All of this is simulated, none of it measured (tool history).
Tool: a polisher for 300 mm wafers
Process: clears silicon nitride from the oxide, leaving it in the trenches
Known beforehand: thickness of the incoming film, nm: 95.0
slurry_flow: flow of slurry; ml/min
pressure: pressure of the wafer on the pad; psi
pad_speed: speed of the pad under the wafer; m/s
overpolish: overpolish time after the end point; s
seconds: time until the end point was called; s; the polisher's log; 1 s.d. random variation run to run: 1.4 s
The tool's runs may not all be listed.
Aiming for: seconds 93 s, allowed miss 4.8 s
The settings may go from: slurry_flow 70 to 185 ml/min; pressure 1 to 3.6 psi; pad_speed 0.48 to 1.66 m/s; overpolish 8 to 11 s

{"run": 1, "day": 0.0, "slurry_flow": 120, "pressure": 2.3, "pad_speed": 1.06, "overpolish": 11, "seconds": 138.42}
{"run": 2, "day": 0.246, "slurry_flow": 120, "pressure": 2.3, "pad_speed": 1.28, "overpolish": 11, "seconds": 116.77}
{"run": 3, "day": 0.329, "slurry_flow": 120, "pressure": 1.9, "pad_speed": 1.28, "overpolish": 11, "seconds": 138.53}
{"run": 4, "day": 0.575, "slurry_flow": 120, "pressure": 2, "pad_speed": 1.28, "overpolish": 11, "seconds": 131.66}
{"run": 5, "day": 0.879, "slurry_flow": 120, "pressure": 2.1, "pad_speed": 1.28, "overpolish": 11, "seconds": 129.43}
{"run": 6, "day": 0.921, "slurry_flow": 120, "pressure": 2.1, "pad_speed": 1.28, "overpolish": 11, "seconds": 123.55}
{"run": 7, "day": 1.088, "slurry_flow": 120, "pressure": 2.2, "pad_speed": 1.28, "overpolish": 11, "seconds": 120.14}
{"run": 8, "day": 1.442, "slurry_flow": 120, "pressure": 2.3, "pad_speed": 1.28, "overpolish": 11, "seconds": 118.99}
{"run": 9, "day": 1.754, "slurry_flow": 120, "pressure": 2.4, "pad_speed": 1.28, "overpolish": 11, "seconds": 107.73}
{"run": 10, "day": 1.925, "slurry_flow": 125, "pressure": 2.5, "pad_speed": 1.28, "overpolish": 11, "seconds": 103.32}
{"run": 11, "day": 2.004, "slurry_flow": 135, "pressure": 2.6, "pad_speed": 1.28, "overpolish": 11, "seconds": 99.404}

Below are 5 possible settings for the next run. Only one of them brings all results inside the allowed miss of their targets. Which is it?
{"run": "A", "day": 2.083, "slurry_flow": 140, "pressure": 2.3, "pad_speed": 1.3, "overpolish": 11, "seconds": "?"}
{"run": "B", "day": 2.083, "slurry_flow": 135, "pressure": 2.7, "pad_speed": 1.1, "overpolish": 11, "seconds": "?"}
{"run": "C", "day": 2.083, "slurry_flow": 110, "pressure": 2.9, "pad_speed": 1.1, "overpolish": 11, "seconds": "?"}
{"run": "D", "day": 2.083, "slurry_flow": 130, "pressure": 2.8, "pad_speed": 1.16, "overpolish": 11, "seconds": "?"}
{"run": "E", "day": 2.083, "slurry_flow": 155, "pressure": 2.9, "pad_speed": 1.22, "overpolish": 11, "seconds": "?"}

move=A seconds=107.83
move=B seconds=109.35
move=C seconds=106.93
move=D seconds=101.04
move=E seconds=89.816
A: lands further from the targets than the last run did
B: lands further from the targets than the last run did
C: lands further from the targets than the last run did
D: lands further from the targets than the last run did
E: in spec on every target
Answer: E

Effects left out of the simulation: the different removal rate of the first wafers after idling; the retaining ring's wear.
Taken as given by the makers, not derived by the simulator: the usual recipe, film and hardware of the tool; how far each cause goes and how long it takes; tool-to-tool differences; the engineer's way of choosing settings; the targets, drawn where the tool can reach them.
